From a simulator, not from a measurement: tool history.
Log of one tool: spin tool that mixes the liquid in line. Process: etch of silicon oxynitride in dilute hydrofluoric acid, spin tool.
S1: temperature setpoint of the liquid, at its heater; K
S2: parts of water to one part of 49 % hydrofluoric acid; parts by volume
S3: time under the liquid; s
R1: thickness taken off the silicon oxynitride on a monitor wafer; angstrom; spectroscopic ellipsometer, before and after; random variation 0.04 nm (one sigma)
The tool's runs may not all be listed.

Run 1, hour 0: S1 297.15 K, S2 290 parts by volume, S3 85 s. Result: R1 11.734 angstrom.
Run 2, hour 0.8: S1 298.15 K, S2 255 parts by volume, S3 85 s. Result: R1 14.176 angstrom.
Run 3, hour 2.1: S1 298.15 K, S2 295 parts by volume, S3 85 s. Result: R1 12.069 angstrom.
Run 4, hour 4.3: S1 299.15 K, S2 260 parts by volume, S3 85 s. Result: R1 14.927 angstrom.
Run 5, hour 10.3: S1 299.15 K, S2 320 parts by volume, S3 85 s. Result: R1 11.218 angstrom.
Run 6, hour 13.8: S1 299.15 K, S2 385 parts by volume, S3 85 s. Result: R1 9.0878 angstrom.

The next listed run, before its measurement:
Run 7, hour 17.6: S1 300.15 K, S2 335 parts by volume, S3 85 s. Result: R1 ?.

{"run 7": {"R1": 11.459}}
